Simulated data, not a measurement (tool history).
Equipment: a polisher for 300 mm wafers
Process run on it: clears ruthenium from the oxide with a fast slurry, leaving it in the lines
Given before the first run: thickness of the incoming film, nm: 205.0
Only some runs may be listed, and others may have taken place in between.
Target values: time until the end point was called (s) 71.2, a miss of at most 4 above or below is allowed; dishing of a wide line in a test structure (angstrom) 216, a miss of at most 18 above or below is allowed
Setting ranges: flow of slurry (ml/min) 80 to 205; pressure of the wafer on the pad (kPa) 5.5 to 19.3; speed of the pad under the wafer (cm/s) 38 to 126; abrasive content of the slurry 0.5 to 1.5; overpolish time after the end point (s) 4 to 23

run  hour  flow of slurry (ml/min)  pressure of the wafer on the pad (kPa)  speed of the pad under the wafer (cm/s)  abrasive content of the slurry  overpolish time after the end point (s)  time until the end point was called (s)  dishing of a wide line in a test structure (angstrom)
  1     0                      135                                    12.4                                       82                               1                                       12                                   105.49                                                 221.82
  2   4.9                      135                                    12.4                                       82                               1                                       10                                   106.14                                                 180.66
  3   8.6                      115                                    12.4                                       82                               1                                       10                                   110.09                                                  173.7
  4  16.4                      115                                    15.2                                       82                               1                                       10                                   91.676                                                 210.97
  5  21.9                      100                                    15.2                                       82                               1                                       10                                   92.885                                                 206.68
  6    25                      100                                    17.2                                       82                               1                                       10                                   83.904                                                 223.63
  7  28.3                      105                                    17.9                                       82                               1                                        9                                   79.126                                                 213.51
  8  35.4                      110                                    18.6                                       82                               1                                        8                                   75.585                                                    193

Which single option among these 5 for the next run brings every result within its allowed miss of target? Just one does.
  A  42.5                      105                                    18.6                                       88                               1                                       10                                        ?                                                      ?
  B  42.5                      120                                    19.3                                       76                             0.9                                       11                                        ?                                                      ?
  C  42.5                      120                                    19.3                                       90                               1                                        6                                        ?                                                      ?
  D  42.5                      125                                    16.5                                       98                            0.95                                       10                                        ?                                                      ?
  E  42.5                      105                                    19.3                                       86                            0.95                                        8                                        ?                                                      ?

move  time until the end point was called (s)  dishing of a wide line in a test structure (angstrom)
   A                                   71.365                                                 260.21
   B                                   81.097                                                  252.6
   C                                   65.131                                                 176.39
   D                                   70.904                                                 261.75
   E                                   72.302                                                 209.37
A: the result that was furthest off in the last run now lies on the other side of its target
B: the result that was furthest off in the last run now lies on the other side of its target
C: misses by more than the last run did
D: the result that was furthest off in the last run now lies on the other side of its target
E: hits every target within its allowed miss
Move E is the one to make.

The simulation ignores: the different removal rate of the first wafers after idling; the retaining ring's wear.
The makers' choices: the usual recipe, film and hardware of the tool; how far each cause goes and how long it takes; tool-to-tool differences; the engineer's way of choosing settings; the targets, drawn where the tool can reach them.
